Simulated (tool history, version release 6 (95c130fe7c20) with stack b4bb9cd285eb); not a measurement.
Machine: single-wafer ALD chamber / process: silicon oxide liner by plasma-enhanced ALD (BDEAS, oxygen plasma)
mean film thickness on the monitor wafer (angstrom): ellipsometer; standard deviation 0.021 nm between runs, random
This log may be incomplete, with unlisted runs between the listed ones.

run,hour,heater temperature setpoint (deg C),number of ALD cycles (cycles),mean film thickness on the monitor wafer (angstrom)
1,0,325,82,72.255
2,2.4,325,75,66.239
3,10.1,322,83,73.606
4,15.4,319,89,79.479
5,22.1,319,99,88.383
6,29,319,91,81.149
7,32.5,315,94,84.58

Run 8, settings as shown, results not yet in. Your forecast:
8,39.3,312,96,?

mean film thickness on the monitor wafer (angstrom): 86.277
